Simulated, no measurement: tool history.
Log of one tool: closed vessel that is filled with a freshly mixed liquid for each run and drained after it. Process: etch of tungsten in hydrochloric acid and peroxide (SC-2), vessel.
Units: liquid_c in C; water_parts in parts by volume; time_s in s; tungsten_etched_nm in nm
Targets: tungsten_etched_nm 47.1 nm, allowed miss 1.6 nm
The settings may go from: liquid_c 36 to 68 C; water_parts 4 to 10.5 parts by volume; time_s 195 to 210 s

run 1 day=0 | liquid_c=52 water_parts=5.5 time_s=195 | tungsten_etched_nm=67.513
run 2 day=0.238 | liquid_c=52 water_parts=5.5 time_s=195 | tungsten_etched_nm=68.382
run 3 day=0.429 | liquid_c=51.5 water_parts=5.5 time_s=195 | tungsten_etched_nm=66.018
run 4 day=0.65 | liquid_c=45.5 water_parts=5.5 time_s=195 | tungsten_etched_nm=43.553
-- day=0.888 thermometer replaced
run 5 day=0.888 | liquid_c=51.5 water_parts=5.5 time_s=195 | tungsten_etched_nm=58.125
run 6 day=1.1 | liquid_c=51.5 water_parts=5.5 time_s=210 | tungsten_etched_nm=62.589
run 7 day=1.354 | liquid_c=51 water_parts=5.5 time_s=210 | tungsten_etched_nm=60.812
run 8 day=1.438 | liquid_c=51 water_parts=5.5 time_s=210 | tungsten_etched_nm=60.042
run 9 day=1.729 | liquid_c=50.5 water_parts=5.5 time_s=210 | tungsten_etched_nm=58.748
run 10 day=1.812 | liquid_c=50 water_parts=5.5 time_s=210 | tungsten_etched_nm=57.183

Which of these 5 next moves meets every target?
run A day=1.896 | liquid_c=49.5 water_parts=5.5 time_s=200 | tungsten_etched_nm=?
run B day=1.896 | liquid_c=53.5 water_parts=8.5 time_s=210 | tungsten_etched_nm=?
run C day=1.896 | liquid_c=46 water_parts=5 time_s=195 | tungsten_etched_nm=?
run D day=1.896 | liquid_c=46.5 water_parts=5 time_s=205 | tungsten_etched_nm=?
run E day=1.896 | liquid_c=49.5 water_parts=5.5 time_s=195 | tungsten_etched_nm=?

move=A tungsten_etched_nm=51.997
move=B tungsten_etched_nm=50.793
move=C tungsten_etched_nm=42.872
move=D tungsten_etched_nm=46.635
move=E tungsten_etched_nm=50.697
A: nearer than the last run, and not there yet
B: nearer than the last run, and not there yet
C: takes the result that was furthest off past its target
D: meets every target
E: nearer than the last run, and not there yet
Move D is the one to make.
